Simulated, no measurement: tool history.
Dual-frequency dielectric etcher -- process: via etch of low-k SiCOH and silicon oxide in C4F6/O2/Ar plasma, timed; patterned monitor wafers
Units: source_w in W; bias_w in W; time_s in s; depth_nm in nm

run  hour  source_w  bias_w  time_s  depth_nm
  1   0.0       250     147    31.5    60.633
  2   3.3       250     147    28.5    54.704
  3   7.4       270     154    28.5    57.325
  4  10.4       270     163    28.5    58.603
  5  19.2       270     152    28.5    56.902
  6  25.0       270     152    28.5    57.414
  7  27.8       270     152    28.5    57.125

Expected results for the next run?
  8  36.0       280     161    29.0         ?

{"run 8": {"depth_nm": 60.075}}
